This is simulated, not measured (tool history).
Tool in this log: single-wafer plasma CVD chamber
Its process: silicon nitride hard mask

run,day,heater temperature setpoint (deg C),chamber pressure (Torr),RF power (kW),deposition time (s),mean film thickness on the monitor wafer (Å)
1,0,375,1.12,0.33,42.2,469.87
2,0.108,370,1.12,0.33,42.2,469.34
3,0.321,361,1.12,0.33,42.2,468.88
4,0.683,361,1.16,0.33,42.2,468.72
5,1.046,361,1.19,0.335,42.2,478.4
6,1.162,361,1.19,0.375,42.2,501.75
7,1.358,361,1.2,0.375,42.2,501.53

What will run 8 give?
8,1.454,361,1.21,0.375,42.2,?

Run 8 gave mean film thickness on the monitor wafer (Å) 502.32.

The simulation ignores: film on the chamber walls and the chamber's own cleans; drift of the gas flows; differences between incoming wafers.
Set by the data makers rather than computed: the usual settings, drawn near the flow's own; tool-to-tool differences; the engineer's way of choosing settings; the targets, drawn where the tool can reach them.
